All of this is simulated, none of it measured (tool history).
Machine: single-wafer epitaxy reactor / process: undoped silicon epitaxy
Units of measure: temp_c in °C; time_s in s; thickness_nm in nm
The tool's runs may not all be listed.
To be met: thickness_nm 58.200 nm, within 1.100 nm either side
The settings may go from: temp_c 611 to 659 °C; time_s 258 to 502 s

run,hour,temp_c,time_s,thickness_nm
1,0.0,635,380,49.303
2,8.8,635,424,55.211
3,11.1,636,424,56.244
4,15.3,630,424,49.889
5,24.0,625,424,45.179
6,28.3,625,453,48.248
7,36.5,627,453,50.194
8,42.7,628,453,51.184
9,44.3,629,453,52.396

4 candidate next runs follow, results not yet known. Just one meets every target within its allowed miss. Identify it.
A,45.9,628,491,?
B,45.9,636,419,?
C,45.9,629,502,?
D,45.9,629,480,?

move,thickness_nm
A,55.458
B,55.408
C,57.837
D,55.302
A: an improvement on the last run, though not all results are within tolerance
B: an improvement on the last run, though not all results are within tolerance
C: all results land within tolerance of their targets
D: an improvement on the last run, though not all results are within tolerance
C meets every target.
